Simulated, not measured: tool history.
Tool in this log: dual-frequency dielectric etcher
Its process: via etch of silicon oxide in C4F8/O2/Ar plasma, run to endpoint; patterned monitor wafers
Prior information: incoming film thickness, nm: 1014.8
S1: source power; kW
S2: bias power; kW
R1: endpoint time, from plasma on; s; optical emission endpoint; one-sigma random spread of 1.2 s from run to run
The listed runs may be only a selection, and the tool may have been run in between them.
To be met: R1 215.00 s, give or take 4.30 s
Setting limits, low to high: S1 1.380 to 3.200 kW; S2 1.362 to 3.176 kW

run 1 day=0.000 | S1=2.290 S2=2.269 | R1=187.25
run 2 day=0.071 | S1=2.220 S2=2.253 | R1=189.15
run 3 day=0.162 | S1=2.220 S2=1.854 | R1=199.90
run 4 day=0.488 | S1=2.220 S2=2.036 | R1=193.47
run 5 day=0.771 | S1=2.220 S2=2.433 | R1=186.25
run 6 day=0.892 | S1=2.220 S2=2.147 | R1=191.85
run 7 day=1.008 | S1=2.160 S2=2.132 | R1=193.09
run 8 day=1.288 | S1=2.100 S2=2.101 | R1=198.93
run 9 day=1.638 | S1=2.070 S2=2.096 | R1=196.42
run 10 day=1.688 | S1=2.020 S2=2.072 | R1=199.16
run 11 day=1.742 | S1=1.980 S2=2.058 | R1=201.70
run 12 day=2.117 | S1=1.950 S2=2.049 | R1=200.49
run 13 day=2.183 | S1=1.910 S2=2.030 | R1=205.45
run 14 day=2.504 | S1=1.890 S2=2.025 | R1=204.52
run 15 day=2.879 | S1=1.860 S2=2.017 | R1=207.85
run 16 day=3.167 | S1=1.840 S2=2.013 | R1=207.69
run 17 day=3.200 | S1=1.820 S2=2.009 | R1=207.05
run 18 day=3.517 | S1=1.800 S2=2.003 | R1=205.80
run 19 day=3.721 | S1=1.770 S2=1.992 | R1=211.18
run 20 day=3.754 | S1=1.760 S2=1.990 | R1=210.54

Exactly one of the 4 candidate moves below puts every result within its allowed miss. Which one?
run A day=3.788 | S1=1.770 S2=1.793 | R1=?
run B day=3.788 | S1=1.890 S2=2.105 | R1=?
run C day=3.788 | S1=1.770 S2=2.340 | R1=?
run D day=3.788 | S1=1.820 S2=2.041 | R1=?

move=A R1=213.67
move=B R1=201.73
move=C R1=200.90
move=D R1=205.67
A: all results land within tolerance of their targets
B: lands further from the targets than the last run did
C: lands further from the targets than the last run did
D: lands further from the targets than the last run did
Answer: A

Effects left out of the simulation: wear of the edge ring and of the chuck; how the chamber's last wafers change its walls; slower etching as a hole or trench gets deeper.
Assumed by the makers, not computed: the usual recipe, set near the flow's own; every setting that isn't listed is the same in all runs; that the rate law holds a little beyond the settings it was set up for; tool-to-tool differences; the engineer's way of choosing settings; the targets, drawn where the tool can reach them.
